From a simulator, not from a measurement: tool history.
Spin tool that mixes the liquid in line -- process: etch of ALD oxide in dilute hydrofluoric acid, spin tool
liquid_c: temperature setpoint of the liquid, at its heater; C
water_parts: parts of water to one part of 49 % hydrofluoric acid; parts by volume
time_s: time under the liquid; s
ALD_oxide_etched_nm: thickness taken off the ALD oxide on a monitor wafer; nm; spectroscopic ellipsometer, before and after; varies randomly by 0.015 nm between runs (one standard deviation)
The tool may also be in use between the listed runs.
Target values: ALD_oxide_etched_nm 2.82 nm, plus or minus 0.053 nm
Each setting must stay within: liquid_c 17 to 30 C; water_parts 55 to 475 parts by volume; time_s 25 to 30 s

{"run": 1, "hour": 0.0, "liquid_c": 22, "water_parts": 265, "time_s": 30, "ALD_oxide_etched_nm": 2.235}
{"run": 2, "hour": 5.6, "liquid_c": 19.5, "water_parts": 265, "time_s": 30, "ALD_oxide_etched_nm": 2.031}
{"run": 3, "hour": 7.1, "liquid_c": 21.5, "water_parts": 265, "time_s": 30, "ALD_oxide_etched_nm": 2.1779}
{"run": 4, "hour": 9.1, "liquid_c": 21.5, "water_parts": 265, "time_s": 25, "ALD_oxide_etched_nm": 1.7933}
{"hour": 11.6, "done": "thermometer replaced"}
{"run": 5, "hour": 11.6, "liquid_c": 23, "water_parts": 250, "time_s": 25, "ALD_oxide_etched_nm": 1.9671}
{"run": 6, "hour": 18.5, "liquid_c": 25.5, "water_parts": 250, "time_s": 25, "ALD_oxide_etched_nm": 2.133}
{"run": 7, "hour": 20.3, "liquid_c": 26, "water_parts": 235, "time_s": 25, "ALD_oxide_etched_nm": 2.3555}
{"run": 8, "hour": 24.4, "liquid_c": 26.5, "water_parts": 230, "time_s": 25, "ALD_oxide_etched_nm": 2.4607}
{"run": 9, "hour": 29.8, "liquid_c": 27, "water_parts": 225, "time_s": 25, "ALD_oxide_etched_nm": 2.5836}
{"run": 10, "hour": 36.6, "liquid_c": 27.5, "water_parts": 225, "time_s": 25, "ALD_oxide_etched_nm": 2.6063}

Pick the move, out of 4, that brings all results within their allowed miss; only one does.
{"run": "A", "hour": 43.4, "liquid_c": 25, "water_parts": 230, "time_s": 25, "ALD_oxide_etched_nm": "?"}
{"run": "B", "hour": 43.4, "liquid_c": 26, "water_parts": 230, "time_s": 25, "ALD_oxide_etched_nm": "?"}
{"run": "C", "hour": 43.4, "liquid_c": 26.5, "water_parts": 205, "time_s": 25, "ALD_oxide_etched_nm": "?"}
{"run": "D", "hour": 43.4, "liquid_c": 27, "water_parts": 235, "time_s": 25, "ALD_oxide_etched_nm": "?"}

move=A ALD_oxide_etched_nm=2.3387
move=B ALD_oxide_etched_nm=2.4236
move=C ALD_oxide_etched_nm=2.8458
move=D ALD_oxide_etched_nm=2.4434
A: moves away from the targets compared with the last run
B: moves away from the targets compared with the last run
C: every result lands within tolerance
D: moves away from the targets compared with the last run
C is the move that brings every result within its allowed miss.
